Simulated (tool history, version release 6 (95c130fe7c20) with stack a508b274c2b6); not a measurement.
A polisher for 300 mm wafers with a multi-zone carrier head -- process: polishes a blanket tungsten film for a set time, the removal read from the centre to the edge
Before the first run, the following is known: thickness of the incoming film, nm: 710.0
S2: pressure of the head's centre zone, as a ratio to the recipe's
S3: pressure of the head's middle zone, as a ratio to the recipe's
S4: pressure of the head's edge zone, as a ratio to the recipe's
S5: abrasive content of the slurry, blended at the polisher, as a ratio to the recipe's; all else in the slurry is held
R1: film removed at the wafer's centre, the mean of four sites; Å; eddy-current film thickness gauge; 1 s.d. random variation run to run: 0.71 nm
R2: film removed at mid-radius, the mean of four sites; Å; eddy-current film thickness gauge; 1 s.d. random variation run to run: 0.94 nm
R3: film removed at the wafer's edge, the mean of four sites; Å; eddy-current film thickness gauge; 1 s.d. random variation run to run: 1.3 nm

{"run": 1, "hour": 0.0, "flow of slurry (ml/min)": 270, "S2": 1, "S3": 1, "S4": 1, "S5": 1, "polishing time (s)": 48, "R1": 1740.2, "R2": 1624.3, "R3": 1553.7}
{"run": 2, "hour": 5.7, "flow of slurry (ml/min)": 270, "S2": 0.97, "S3": 1, "S4": 1, "S5": 1, "polishing time (s)": 48, "R1": 1648.8, "R2": 1646.3, "R3": 1573.1}
{"run": 3, "hour": 14.2, "flow of slurry (ml/min)": 270, "S2": 0.96, "S3": 1, "S4": 0.97, "S5": 0.9, "polishing time (s)": 45, "R1": 1510.3, "R2": 1493.6, "R3": 1423.4}
{"run": 4, "hour": 23.0, "flow of slurry (ml/min)": 270, "S2": 0.96, "S3": 0.94, "S4": 0.97, "S5": 0.9, "polishing time (s)": 45, "R1": 1508.8, "R2": 1429, "R3": 1421.1}
{"run": 5, "hour": 29.7, "flow of slurry (ml/min)": 270, "S2": 0.94, "S3": 0.96, "S4": 0.94, "S5": 0.8, "polishing time (s)": 43, "R1": 1364.8, "R2": 1317.1, "R3": 1319}
{"run": 6, "hour": 37.8, "flow of slurry (ml/min)": 270, "S2": 0.93, "S3": 1, "S4": 0.92, "S5": 0.75, "polishing time (s)": 41, "R1": 1294.4, "R2": 1308.1, "R3": 1236}
{"run": 7, "hour": 38.4, "flow of slurry (ml/min)": 270, "S2": 0.92, "S3": 1.01, "S4": 0.9, "S5": 0.7, "polishing time (s)": 40, "R1": 1240.6, "R2": 1298.2, "R3": 1210}
{"run": 8, "hour": 46.7, "flow of slurry (ml/min)": 270, "S2": 0.91, "S3": 1.02, "S4": 0.88, "S5": 0.65, "polishing time (s)": 38, "R1": 1142.9, "R2": 1219.1, "R3": 1122.1}
{"run": 9, "hour": 49.9, "flow of slurry (ml/min)": 270, "S2": 0.91, "S3": 1.02, "S4": 0.87, "S5": 0.6, "polishing time (s)": 37, "R1": 1103.7, "R2": 1155.5, "R3": 1056.5}
{"run": 10, "hour": 52.1, "flow of slurry (ml/min)": 265, "S2": 0.9, "S3": 1.02, "S4": 0.86, "S5": 0.6, "polishing time (s)": 37, "R1": 1079.1, "R2": 1148.1, "R3": 1051.9}
{"run": 11, "hour": 59.4, "flow of slurry (ml/min)": 250, "S2": 0.89, "S3": 1.03, "S4": 0.85, "S5": 0.6, "polishing time (s)": 37, "R1": 1056, "R2": 1157.4, "R3": 1045.4}
{"hour": 64.2, "done": "centre zone pressure recalibrated"}
{"run": 12, "hour": 64.2, "flow of slurry (ml/min)": 250, "S2": 0.89, "S3": 1.03, "S4": 0.85, "S5": 0.6, "polishing time (s)": 37, "R1": 1002.3, "R2": 1147.1, "R3": 1041.3}
{"run": 13, "hour": 68.4, "flow of slurry (ml/min)": 250, "S2": 0.89, "S3": 1.03, "S4": 0.84, "S5": 0.6, "polishing time (s)": 37, "R1": 1003.6, "R2": 1155.4, "R3": 1032.4}
{"run": 14, "hour": 77.4, "flow of slurry (ml/min)": 250, "S2": 0.9, "S3": 1.03, "S4": 0.83, "S5": 0.6, "polishing time (s)": 37, "R1": 1011.5, "R2": 1171.1, "R3": 1038.2}
{"run": 15, "hour": 81.7, "flow of slurry (ml/min)": 250, "S2": 0.91, "S3": 1.03, "S4": 0.83, "S5": 0.6, "polishing time (s)": 37, "R1": 1031.3, "R2": 1171.9, "R3": 1022.5}

Estimate the outcome of run 16 from the log above:
{"run": 16, "hour": 83.2, "flow of slurry (ml/min)": 245, "S2": 0.91, "S3": 1.02, "S4": 0.83, "S5": 0.6, "polishing time (s)": 37, "R1": "?", "R2": "?", "R3": "?"}

{"run 16": {"R1": 1029.5, "R2": 1149, "R3": 1041.9}}
